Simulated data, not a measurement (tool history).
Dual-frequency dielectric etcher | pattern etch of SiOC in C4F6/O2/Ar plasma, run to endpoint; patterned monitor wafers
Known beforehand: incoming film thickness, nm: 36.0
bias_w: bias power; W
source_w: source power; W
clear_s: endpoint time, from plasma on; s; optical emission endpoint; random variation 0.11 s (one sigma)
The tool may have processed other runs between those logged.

run  hour  bias_w  source_w  clear_s
  1     0     468       340   13.943
  2   5.2     510       340   13.344
  3  11.6     453       330   14.338
  4  14.2     386       330   15.975
  5  16.2     374       330   16.079
  6  18.3     406       330   15.259
  7  26.5     383       330   15.896
  8  33.4     369       330   16.265
  9  35.1     360       330   16.595

Expected results for the next run?
 10  41.7     355       330        ?

Logged for run 10: clear_s 16.569 s.
